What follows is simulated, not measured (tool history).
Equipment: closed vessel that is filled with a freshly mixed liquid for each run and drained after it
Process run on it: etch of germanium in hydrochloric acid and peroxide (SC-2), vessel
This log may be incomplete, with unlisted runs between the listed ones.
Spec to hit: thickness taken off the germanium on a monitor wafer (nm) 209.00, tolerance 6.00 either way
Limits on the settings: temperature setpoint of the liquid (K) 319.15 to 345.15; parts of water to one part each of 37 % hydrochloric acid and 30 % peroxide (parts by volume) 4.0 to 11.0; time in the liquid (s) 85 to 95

run,day,temperature setpoint of the liquid (K),parts of water to one part each of 37 % hydrochloric acid and 30 % peroxide (parts by volume),time in the liquid (s),thickness taken off the germanium on a monitor wafer (nm)
1,0.000,335.15,6.0,85,177.69
2,0.133,336.15,6.0,85,179.14
3,0.171,329.65,6.0,85,150.71
4,0.354,332.15,6.0,85,161.52
5,0.712,334.15,6.0,85,171.24
6,1.021,335.65,6.0,85,177.85
7,1.358,337.15,6.0,85,188.05
8,1.650,338.15,6.0,85,194.52

Pick the move, out of 5, that brings all results within their allowed miss; only one does.
A,1.942,338.65,5.0,90,?
B,1.942,333.15,4.5,95,?
C,1.942,335.15,7.0,85,?
D,1.942,334.65,8.0,85,?
E,1.942,332.15,7.0,95,?

move,thickness taken off the germanium on a monitor wafer (nm)
A,210.31
B,189.16
C,176.21
D,171.92
E,180.13
A: in spec on every target
B: further off than the last run
C: further off than the last run
D: further off than the last run
E: further off than the last run
The right move is A.
